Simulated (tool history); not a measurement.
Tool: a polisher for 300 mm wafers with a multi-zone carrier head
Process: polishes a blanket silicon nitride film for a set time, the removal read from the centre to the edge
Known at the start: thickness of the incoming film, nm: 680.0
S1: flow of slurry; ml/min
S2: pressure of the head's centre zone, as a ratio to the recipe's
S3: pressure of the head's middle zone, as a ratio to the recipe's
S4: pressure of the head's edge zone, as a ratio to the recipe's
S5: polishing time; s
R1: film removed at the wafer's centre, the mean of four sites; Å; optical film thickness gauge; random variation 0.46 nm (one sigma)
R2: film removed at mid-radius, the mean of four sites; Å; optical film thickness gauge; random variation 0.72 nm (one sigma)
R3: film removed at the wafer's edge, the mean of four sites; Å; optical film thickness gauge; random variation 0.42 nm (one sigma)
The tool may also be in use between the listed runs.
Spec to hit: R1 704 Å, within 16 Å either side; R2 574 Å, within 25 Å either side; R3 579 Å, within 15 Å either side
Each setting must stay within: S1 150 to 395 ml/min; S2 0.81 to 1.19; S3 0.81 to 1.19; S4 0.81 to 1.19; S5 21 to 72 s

run,hour,S1,S2,S3,S4,S5,R1,R2,R3
1,0,250,1,1,1,46,1025.4,995.21,976.27
2,7.2,255,1.02,0.97,0.95,40,913.36,837.44,825.95
3,8.5,255,1.02,0.89,0.95,40,928.83,766.55,822.28
4,16.3,255,1.02,0.81,0.95,40,915.24,721.17,835.59
5,19.4,255,1.02,0.81,0.95,40,924.96,719.66,839.47
6,22.3,255,1.02,0.81,0.95,51,1170.9,919.84,1056.5
7,23.6,255,1.02,0.84,0.91,44,1009.6,809.25,903.96
8,27.8,275,1.09,0.94,0.81,31,770.38,631.4,601.48
9,34.5,260,1.08,0.92,0.81,30,726.17,589.53,578.58
10,37.4,255,1.08,0.92,0.81,30,730.19,611.72,582.04

Pick the move, out of 4, that brings all results within their allowed miss; only one does.
A,40.3,235,1.13,1.06,0.81,30,?,?,?
B,40.3,345,1.16,0.88,0.87,28,?,?,?
C,40.3,260,1.19,1.01,0.81,29,?,?,?
D,40.3,360,1.04,0.88,0.84,29,?,?,?

move,R1,R2,R3
A,767.57,665.35,573.24
B,764.81,552.46,569.13
C,790.58,624.25,559
D,712.58,574.54,581.78
A: moves away from the targets compared with the last run
B: moves away from the targets compared with the last run
C: moves away from the targets compared with the last run
D: every result lands within tolerance
Move D is the one to make.
